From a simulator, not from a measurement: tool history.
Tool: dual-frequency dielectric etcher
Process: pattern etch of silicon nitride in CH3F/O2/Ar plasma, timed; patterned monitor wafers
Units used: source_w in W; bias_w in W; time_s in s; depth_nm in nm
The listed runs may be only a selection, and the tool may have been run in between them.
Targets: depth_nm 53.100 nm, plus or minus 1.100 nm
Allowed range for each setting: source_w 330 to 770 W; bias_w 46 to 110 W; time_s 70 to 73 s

run	hour	source_w	bias_w	time_s	depth_nm
1	0.0	550	78	70	58.939
2	3.6	550	78	73	61.781
3	9.0	550	78	70	58.905
4	15.1	550	78	73	61.099
5	18.0	620	78	73	63.867
6	22.6	620	72	73	61.563
7	25.3	590	71	73	60.152
8	31.5	570	70	73	58.959
9	32.7	550	69	73	58.405
10	37.4	530	68	73	56.775
11	41.6	520	68	73	56.198
12	46.5	520	68	73	56.283
13	52.2	510	68	73	56.300
14	55.1	500	68	73	55.680
15	62.4	490	68	73	55.335
16	68.1	480	68	73	54.862
17	71.3	470	68	73	54.038

Pick the move, out of 5, that brings all results within their allowed miss; only one does.
A	74.5	480	69	73	?
B	74.5	680	56	72	?
C	74.5	460	79	70	?
D	74.5	470	72	73	?
E	74.5	410	80	70	?

move	depth_nm
A	54.930
B	56.244
C	55.207
D	55.588
E	53.212
A: misses by more than the last run did
B: misses by more than the last run did
C: misses by more than the last run did
D: misses by more than the last run did
E: every result within its allowed miss
The right move is E.
